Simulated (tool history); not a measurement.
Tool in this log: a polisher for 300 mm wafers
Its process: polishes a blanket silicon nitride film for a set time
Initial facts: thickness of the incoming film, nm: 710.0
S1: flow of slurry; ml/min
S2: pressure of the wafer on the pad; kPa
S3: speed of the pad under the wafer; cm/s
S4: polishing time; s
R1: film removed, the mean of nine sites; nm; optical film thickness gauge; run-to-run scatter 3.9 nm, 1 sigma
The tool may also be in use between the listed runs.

run  hour   S1    S2   S3   S4      R1
  1   0.0  190  20.0  138  125  201.01
  2   7.3  190  20.0  138  131  211.12
  3   9.2  190  15.9  138  131  170.16
  4  17.2  190  17.9  138  131  188.81
  5  25.3  190  13.1  138  131  142.00
     32.9  -- slurry nozzle cleaned
  6  32.9  190  14.5  138  131  161.37
  7  37.8  190  15.9  138  131  179.06
  8  46.1  190  16.5  138  131  181.18
  9  47.6  195  22.1  146  131  257.38

Forecast run 10:
 10  56.4  210  23.4  146  131   ?

{"run 10": {"R1": 269.46}}

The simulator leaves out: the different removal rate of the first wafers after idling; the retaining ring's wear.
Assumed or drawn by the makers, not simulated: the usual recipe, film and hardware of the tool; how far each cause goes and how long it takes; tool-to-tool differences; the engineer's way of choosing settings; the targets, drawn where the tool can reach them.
